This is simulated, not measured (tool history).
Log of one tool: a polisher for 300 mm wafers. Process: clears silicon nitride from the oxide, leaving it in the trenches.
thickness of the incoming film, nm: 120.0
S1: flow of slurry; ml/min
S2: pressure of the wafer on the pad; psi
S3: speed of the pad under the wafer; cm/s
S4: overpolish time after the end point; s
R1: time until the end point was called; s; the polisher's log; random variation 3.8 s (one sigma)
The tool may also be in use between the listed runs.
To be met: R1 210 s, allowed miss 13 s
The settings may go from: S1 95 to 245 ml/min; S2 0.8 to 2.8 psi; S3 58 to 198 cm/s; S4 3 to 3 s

run 1 hour=0 | S1=155 S2=1.8 S3=128 S4=3 | R1=142.01
run 2 hour=3.3 | S1=195 S2=1.8 S3=128 S4=3 | R1=141.27
run 3 hour=4.3 | S1=170 S2=1.8 S3=128 S4=3 | R1=138.56
run 4 hour=10.5 | S1=170 S2=1.7 S3=128 S4=3 | R1=147.69
run 5 hour=11.9 | S1=170 S2=1.6 S3=128 S4=3 | R1=158.34
run 6 hour=14.1 | S1=170 S2=1.5 S3=128 S4=3 | R1=162.69
run 7 hour=21.8 | S1=170 S2=1.5 S3=128 S4=3 | R1=163.42
run 8 hour=27.7 | S1=170 S2=1.4 S3=128 S4=3 | R1=181.37

4 next moves are on the table. One of them brings every result within its allowed miss. Which?
run A hour=33.6 | S1=175 S2=1.5 S3=140 S4=3 | R1=?
run B hour=33.6 | S1=185 S2=1.2 S3=146 S4=3 | R1=?
run C hour=33.6 | S1=180 S2=1.2 S3=144 S4=3 | R1=?
run D hour=33.6 | S1=130 S2=1.4 S3=112 S4=3 | R1=?

move=A R1=155.28
move=B R1=184.8
move=C R1=187.52
move=D R1=206.27
A: further off than the last run
B: nearer than the last run, and not there yet
C: nearer than the last run, and not there yet
D: meets every target
The right move is D.
